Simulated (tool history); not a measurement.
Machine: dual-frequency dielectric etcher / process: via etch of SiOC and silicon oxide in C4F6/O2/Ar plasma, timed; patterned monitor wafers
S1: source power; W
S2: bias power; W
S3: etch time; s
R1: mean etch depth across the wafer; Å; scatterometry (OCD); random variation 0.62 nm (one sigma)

run,hour,S1,S2,S3,R1
1,0,480,122,111.5,1129.7
2,6.9,460,121,111.5,1122.4
3,13.5,460,121,116.5,1173.6
4,15.5,430,119,116.5,1132.4
5,22.1,430,119,116.5,1129.8
6,24.1,430,119,116.5,1133.5
7,30.5,410,118,116.5,1102.4
8,37.1,400,117,116.5,1105.7
9,38.1,380,116,116.5,1080.9
10,40,370,115,116.5,1079.2
11,48.7,360,114,116.5,1065.7

Run 12 has not been measured yet. What should we expect?
12,53.5,360,114,116.5,?

R1: 1068.2 Å
